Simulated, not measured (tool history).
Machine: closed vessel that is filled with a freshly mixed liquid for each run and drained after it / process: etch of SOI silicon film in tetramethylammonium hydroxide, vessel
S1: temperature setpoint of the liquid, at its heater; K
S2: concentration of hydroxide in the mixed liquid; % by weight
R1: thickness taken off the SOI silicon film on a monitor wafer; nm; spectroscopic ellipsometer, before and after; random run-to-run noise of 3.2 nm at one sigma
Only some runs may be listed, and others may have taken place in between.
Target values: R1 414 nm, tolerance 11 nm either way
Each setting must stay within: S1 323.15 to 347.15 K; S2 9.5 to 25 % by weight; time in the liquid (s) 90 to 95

run 1 hour=0 | S1=334.15 S2=17.5 time_in_the_liquid_(s)=90 | R1=289.6
run 2 hour=4.2 | S1=331.15 S2=17.5 time_in_the_liquid_(s)=90 | R1=240
run 3 hour=6.6 | S1=334.15 S2=17.5 time_in_the_liquid_(s)=90 | R1=288.11
run 4 hour=15.6 | S1=334.15 S2=17.5 time_in_the_liquid_(s)=95 | R1=303.44
run 5 hour=24.6 | S1=334.15 S2=14.5 time_in_the_liquid_(s)=95 | R1=332.04
run 6 hour=33.3 | S1=335.15 S2=14.5 time_in_the_liquid_(s)=95 | R1=347.9
run 7 hour=40.4 | S1=336.15 S2=14.5 time_in_the_liquid_(s)=95 | R1=377.05
run 8 hour=46.9 | S1=336.65 S2=14.5 time_in_the_liquid_(s)=95 | R1=384.31
run 9 hour=55.7 | S1=337.15 S2=14.5 time_in_the_liquid_(s)=95 | R1=393.17

Exercise: of the 4 proposed moves below, exactly one satisfies all targets within the stated allowed misses. Which move is it?
run A hour=64.5 | S1=338.15 S2=15 time_in_the_liquid_(s)=95 | R1=?
run B hour=64.5 | S1=340.15 S2=17 time_in_the_liquid_(s)=95 | R1=?
run C hour=64.5 | S1=337.15 S2=13.5 time_in_the_liquid_(s)=90 | R1=?
run D hour=64.5 | S1=336.15 S2=12 time_in_the_liquid_(s)=90 | R1=?

move=A R1=409.44
move=B R1=442.28
move=C R1=385.69
move=D R1=382.27
A: hits every target within its allowed miss
B: the result that was furthest off in the last run now lies on the other side of its target
C: moves away from the targets compared with the last run
D: moves away from the targets compared with the last run
A is the move that brings every result within its allowed miss.
